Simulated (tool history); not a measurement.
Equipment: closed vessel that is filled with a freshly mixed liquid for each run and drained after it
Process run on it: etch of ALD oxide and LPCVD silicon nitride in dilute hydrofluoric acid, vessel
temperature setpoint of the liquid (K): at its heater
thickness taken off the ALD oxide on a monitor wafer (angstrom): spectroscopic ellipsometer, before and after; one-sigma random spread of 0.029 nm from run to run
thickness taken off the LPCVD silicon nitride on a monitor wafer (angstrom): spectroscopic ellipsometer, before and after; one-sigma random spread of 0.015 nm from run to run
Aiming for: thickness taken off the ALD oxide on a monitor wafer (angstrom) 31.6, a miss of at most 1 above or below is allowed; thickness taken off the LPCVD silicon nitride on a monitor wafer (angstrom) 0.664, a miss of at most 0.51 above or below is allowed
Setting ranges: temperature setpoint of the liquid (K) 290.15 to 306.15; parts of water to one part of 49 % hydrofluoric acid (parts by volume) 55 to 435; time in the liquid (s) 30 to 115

run  hour  temperature setpoint of the liquid (K)  parts of water to one part of 49 % hydrofluoric acid (parts by volume)  time in the liquid (s)  thickness taken off the ALD oxide on a monitor wafer (angstrom)  thickness taken off the LPCVD silicon nitride on a monitor wafer (angstrom)
  1     0                                  298.15                                                                     245                      60                                                           74.955                                                                       1.5161
  2   7.7                                  298.15                                                                     325                      60                                                           52.028                                                                       1.0658
  3  14.3                                  298.15                                                                     370                      60                                                            43.67                                                                      0.97183
  4  16.4                                  296.15                                                                     375                      60                                                           39.706                                                                      0.76825
  5  21.7                                  294.65                                                                     385                      60                                                           36.432                                                                       0.9983
  6  27.4                                  294.65                                                                     385                      80                                                           49.426                                                                       1.0193
  7  31.4                                  293.65                                                                     400                      80                                                           45.566                                                                      0.78841
  8  36.8                                  292.65                                                                     410                      75                                                            39.81                                                                      0.60477
  9    42                                  293.15                                                                     420                      70                                                           36.009                                                                      0.97148

Pick the move, out of 4, that brings all results within their allowed miss; only one does.
  A  47.2                                  294.65                                                                     410                      55                                                                ?                                                                            ?
  B  47.2                                  294.15                                                                     400                      60                                                                ?                                                                            ?
  C  47.2                                  295.15                                                                     435                      55                                                                ?                                                                            ?
  D  47.2                                  290.15                                                                     410                      70                                                                ?                                                                            ?

move  thickness taken off the ALD oxide on a monitor wafer (angstrom)  thickness taken off the LPCVD silicon nitride on a monitor wafer (angstrom)
   A                                                           31.203                                                                      0.67709
   B                                                           34.593                                                                      0.73392
   C                                                           29.284                                                                      0.65866
   D                                                           33.945                                                                      0.65188
A: each result inside its tolerance
B: nearer than the last run, and not there yet
C: takes the result that was furthest off past its target
D: nearer than the last run, and not there yet
A is the move that brings every result within its allowed miss.
